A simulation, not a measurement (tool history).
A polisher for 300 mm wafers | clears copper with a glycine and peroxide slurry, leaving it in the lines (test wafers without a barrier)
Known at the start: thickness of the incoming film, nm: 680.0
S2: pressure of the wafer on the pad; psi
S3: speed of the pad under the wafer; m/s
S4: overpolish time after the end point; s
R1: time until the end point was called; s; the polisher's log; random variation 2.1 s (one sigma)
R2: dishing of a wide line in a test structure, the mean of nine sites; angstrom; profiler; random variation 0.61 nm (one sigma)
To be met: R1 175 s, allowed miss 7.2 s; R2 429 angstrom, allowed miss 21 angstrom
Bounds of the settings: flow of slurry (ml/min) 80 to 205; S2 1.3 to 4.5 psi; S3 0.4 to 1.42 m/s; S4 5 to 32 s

run 1 hour=0 | flow_of_slurry_(ml/min)=135 S2=2.9 S3=0.9 S4=16 | R1=148.8 R2=462.45
run 2 hour=5.7 | flow_of_slurry_(ml/min)=110 S2=2.9 S3=0.9 S4=16 | R1=155.48 R2=448.4
run 3 hour=13.3 | flow_of_slurry_(ml/min)=110 S2=2.8 S3=0.9 S4=16 | R1=160.47 R2=460.25
run 4 hour=18 | flow_of_slurry_(ml/min)=110 S2=2.8 S3=0.9 S4=9 | R1=162.71 R2=277.01
run 5 hour=25.9 | flow_of_slurry_(ml/min)=110 S2=2.8 S3=0.9 S4=10 | R1=162.04 R2=310.85
run 6 hour=34.8 | flow_of_slurry_(ml/min)=110 S2=2.8 S3=0.9 S4=5 | R1=160.69 R2=165.18
run 7 hour=37.9 | flow_of_slurry_(ml/min)=105 S2=2.7 S3=0.92 S4=7 | R1=165.05 R2=220.17
-- hour=45.9 worn pad replaced by a new one
run 8 hour=45.9 | flow_of_slurry_(ml/min)=105 S2=2.6 S3=0.94 S4=8 | R1=155.28 R2=259.07
run 9 hour=53.3 | flow_of_slurry_(ml/min)=100 S2=2.4 S3=0.94 S4=9 | R1=165.82 R2=273.67
run 10 hour=55.8 | flow_of_slurry_(ml/min)=100 S2=2.2 S3=0.96 S4=10 | R1=173.3 R2=285.77
run 11 hour=59.7 | flow_of_slurry_(ml/min)=100 S2=2.2 S3=0.96 S4=11 | R1=175.16 R2=303.71
run 12 hour=67.5 | flow_of_slurry_(ml/min)=100 S2=2.2 S3=0.96 S4=12 | R1=173.91 R2=332.95

5 next moves are on the table. One of them brings every result within its allowed miss. Which?
run A hour=75.3 | flow_of_slurry_(ml/min)=100 S2=1.8 S3=1.02 S4=15 | R1=? R2=?
run B hour=75.3 | flow_of_slurry_(ml/min)=90 S2=2.2 S3=0.9 S4=21 | R1=? R2=?
run C hour=75.3 | flow_of_slurry_(ml/min)=100 S2=2 S3=1.04 S4=19 | R1=? R2=?
run D hour=75.3 | flow_of_slurry_(ml/min)=95 S2=2.4 S3=0.82 S4=15 | R1=? R2=?
run E hour=75.3 | flow_of_slurry_(ml/min)=80 S2=3 S3=0.78 S4=16 | R1=? R2=?

move=A R1=190.54 R2=360.96
move=B R1=187.67 R2=478.56
move=C R1=173.98 R2=464.91
move=D R1=185.98 R2=374.79
move=E R1=173.74 R2=420.39
A: nearer than the last run, and not there yet
B: takes the result that was furthest off past its target
C: takes the result that was furthest off past its target
D: nearer than the last run, and not there yet
E: meets every target
Move E is the one to make.
